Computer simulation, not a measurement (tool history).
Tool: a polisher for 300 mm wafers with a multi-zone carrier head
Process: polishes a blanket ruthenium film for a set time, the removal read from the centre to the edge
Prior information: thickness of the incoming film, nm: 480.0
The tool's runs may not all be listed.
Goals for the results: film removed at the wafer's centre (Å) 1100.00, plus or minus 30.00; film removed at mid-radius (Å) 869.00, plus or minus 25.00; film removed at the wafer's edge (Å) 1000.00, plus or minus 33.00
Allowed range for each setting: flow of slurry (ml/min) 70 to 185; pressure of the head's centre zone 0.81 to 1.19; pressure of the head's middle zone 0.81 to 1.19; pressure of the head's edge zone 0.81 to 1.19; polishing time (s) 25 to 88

run    day  flow of slurry (ml/min)  pressure of the head's centre zone  pressure of the head's middle zone  pressure of the head's edge zone  polishing time (s)  film removed at the wafer's centre (Å)  film removed at mid-radius (Å)  film removed at the wafer's edge (Å)
  1  0.000                      120                                1.00                                1.00                              1.00                  56                                  689.60                          664.78                                627.01
  2  0.129                      120                                0.96                                1.00                              1.00                  56                                  672.12                          672.68                                628.14
  3  0.408                      120                                0.96                                0.93                              1.00                  56                                  672.28                          642.64                                641.45
  4  0.467                      120                                0.96                                0.93                              1.00                  65                                  770.01                          734.89                                737.92
  5  0.654                      125                                0.98                                0.92                              1.02                  66                                  789.52                          757.09                                744.32
  6  0.888                      125                                0.90                                0.92                              1.02                  66                                  750.08                          752.86                                762.20
  7  1.062                      120                                0.94                                0.90                              1.04                  68                                  788.50                          761.70                                787.20
  8  1.125                      115                                0.97                                0.89                              1.06                  70                                  830.65                          768.36                                808.83
  9  1.483                      115                                0.99                                0.88                              1.08                  72                                  870.43                          781.24                                848.28
 10  1.700                      120                                1.00                                0.87                              1.09                  73                                  891.98                          794.52                                861.85
     1.779  -- edge zone pressure recalibrated
 11  1.779                      125                                1.01                                0.86                              1.10                  74                                  919.00                          812.99                                940.41
 12  2.042                      130                                1.03                                0.86                              1.09                  74                                  949.21                          808.68                                922.03
 13  2.288                      135                                1.04                                0.86                              1.09                  74                                  960.60                          820.61                                937.71
 14  2.575                      165                                1.13                                0.83                              1.08                  74                                 1082.20                          833.16                                957.42

Which of these 4 next moves meets every target?
  A  2.862                      180                                1.09                                0.81                              1.17                  72                                       ?                               ?                                     ?
  B  2.862                      160                                1.13                                0.81                              1.08                  73                                       ?                               ?                                     ?
  C  2.862                      155                                1.09                                0.84                              1.07                  78                                       ?                               ?                                     ?
  D  2.862                      155                                1.19                                0.92                              0.97                  73                                       ?                               ?                                     ?

move  film removed at the wafer's centre (Å)  film removed at mid-radius (Å)  film removed at the wafer's edge (Å)
   A                                 1034.20                          797.61                                959.86
   B                                 1061.70                          794.01                                921.83
   C                                 1091.60                          866.75                                976.38
   D                                 1107.50                          867.22                                870.27
A: misses by more than the last run did
B: misses by more than the last run did
C: hits every target within its allowed miss
D: brings the result that was furthest off to its target, and leaves another outside
C meets every target.

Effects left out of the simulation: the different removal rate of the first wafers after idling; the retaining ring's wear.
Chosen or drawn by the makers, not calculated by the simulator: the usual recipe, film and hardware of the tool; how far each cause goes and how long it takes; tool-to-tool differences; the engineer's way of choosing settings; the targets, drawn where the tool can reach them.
